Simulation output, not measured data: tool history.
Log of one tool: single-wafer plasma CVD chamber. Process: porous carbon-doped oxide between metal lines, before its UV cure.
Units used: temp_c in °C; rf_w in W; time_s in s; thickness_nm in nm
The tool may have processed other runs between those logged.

run    day  temp_c  rf_w  time_s  thickness_nm
  1  0.000     320   490    29.9       132.940
  2  0.088     327   445    29.9       115.440
  3  0.458     317   445    29.9       122.170
  4  0.767     307   445    29.9       129.180
  5  0.867     307   445    29.9       130.090
  6  1.100     307   445    29.9       129.480
     1.254  -- RF generator calibrated
  7  1.254     317   425    29.9       120.440
  8  1.612     324   400    29.9       106.740
  9  1.854     336   395    29.9        98.489
 10  2.017     337   395    29.9        97.985
 11  2.154     338   395    29.9        97.856

Run 12, settings as shown, results not yet in. Your forecast:
 12  2.254     342   390    29.9             ?

Run 12 came out at thickness_nm 94.212 nm.
